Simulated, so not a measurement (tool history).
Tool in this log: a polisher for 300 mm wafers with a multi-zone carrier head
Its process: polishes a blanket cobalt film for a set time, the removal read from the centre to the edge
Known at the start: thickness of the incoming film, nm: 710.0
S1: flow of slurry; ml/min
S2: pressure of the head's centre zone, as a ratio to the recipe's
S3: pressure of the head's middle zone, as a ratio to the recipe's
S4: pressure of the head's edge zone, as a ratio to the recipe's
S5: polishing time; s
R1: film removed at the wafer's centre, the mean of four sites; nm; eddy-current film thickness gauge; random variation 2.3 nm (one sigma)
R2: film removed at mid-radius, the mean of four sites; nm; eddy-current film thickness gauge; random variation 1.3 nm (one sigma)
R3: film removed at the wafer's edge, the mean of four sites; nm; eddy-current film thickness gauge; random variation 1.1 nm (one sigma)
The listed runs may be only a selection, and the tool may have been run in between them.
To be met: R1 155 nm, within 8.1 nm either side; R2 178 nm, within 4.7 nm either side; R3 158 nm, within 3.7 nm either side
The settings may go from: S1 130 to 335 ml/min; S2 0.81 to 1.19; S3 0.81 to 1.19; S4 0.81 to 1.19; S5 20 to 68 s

run 1 day=0 | S1=215 S2=1 S3=1 S4=1 S5=44 | R1=219.46 R2=222.82 R3=229.62
run 2 day=0.204 | S1=215 S2=1 S3=1.07 S4=1 S5=44 | R1=217.33 R2=239.38 R3=225.66
run 3 day=0.325 | S1=210 S2=0.99 S3=1.07 S4=0.97 S5=42 | R1=210.51 R2=224.85 R3=212.13
run 4 day=0.529 | S1=205 S2=0.97 S3=1.08 S4=0.95 S5=40 | R1=191.76 R2=218.76 R3=200.1
run 5 day=0.767 | S1=205 S2=0.97 S3=1.08 S4=0.95 S5=44 | R1=210.66 R2=240.72 R3=222.48
run 6 day=1.012 | S1=205 S2=0.97 S3=1.08 S4=0.94 S5=42 | R1=198.15 R2=227.81 R3=207.16
run 7 day=1.383 | S1=205 S2=0.97 S3=1.08 S4=0.94 S5=42 | R1=203.16 R2=227.97 R3=208.28
run 8 day=1.629 | S1=200 S2=0.96 S3=1.08 S4=0.92 S5=40 | R1=197.39 R2=220.09 R3=194.44
run 9 day=1.925 | S1=195 S2=0.94 S3=1.07 S4=0.91 S5=39 | R1=181.55 R2=208.27 R3=190.07
run 10 day=2.167 | S1=190 S2=0.93 S3=1.07 S4=0.89 S5=38 | R1=171.41 R2=202.67 R3=182.96
run 11 day=2.425 | S1=185 S2=0.93 S3=1.07 S4=0.88 S5=37 | R1=167.8 R2=198.69 R3=176.16
run 12 day=2.738 | S1=180 S2=0.93 S3=1.06 S4=0.87 S5=37 | R1=167.13 R2=196.73 R3=177.4
run 13 day=2.971 | S1=180 S2=0.93 S3=1.06 S4=0.86 S5=36 | R1=165.46 R2=190.21 R3=169.26
run 14 day=3.183 | S1=180 S2=0.93 S3=1.06 S4=0.86 S5=36 | R1=160.14 R2=190.94 R3=169.97
run 15 day=3.312 | S1=175 S2=0.94 S3=1.05 S4=0.85 S5=36 | R1=161.86 R2=188.63 R3=167.41
run 16 day=3.583 | S1=145 S2=0.93 S3=1.02 S4=0.81 S5=35 | R1=153.68 R2=170.54 R3=155.94

Pick the move, out of 5, that brings all results within their allowed miss; only one does.
run A day=3.854 | S1=130 S2=0.98 S3=1.11 S4=0.81 S5=34 | R1=? R2=? R3=?
run B day=3.854 | S1=145 S2=0.91 S3=1.07 S4=0.83 S5=33 | R1=? R2=? R3=?
run C day=3.854 | S1=175 S2=0.82 S3=1.16 S4=0.81 S5=33 | R1=? R2=? R3=?
run D day=3.854 | S1=175 S2=0.95 S3=1.06 S4=0.84 S5=34 | R1=? R2=? R3=?
run E day=3.854 | S1=135 S2=0.91 S3=1.05 S4=0.81 S5=33 | R1=? R2=? R3=?

move=A R1=152.93 R2=175.24 R3=150.93
move=B R1=140.87 R2=168.23 R3=150.28
move=C R1=131.36 R2=186.03 R3=151.85
move=D R1=156.89 R2=177.28 R3=159.19
move=E R1=138.81 R2=163.42 R3=147.35
A: puts the biggest miss on target and leaves a different result outside tolerance
B: its largest miss is bigger than the last run's
C: moves the result that the last run missed by most past its target, out the other side
D: meets every target
E: its largest miss is bigger than the last run's
Move D is the one to make.
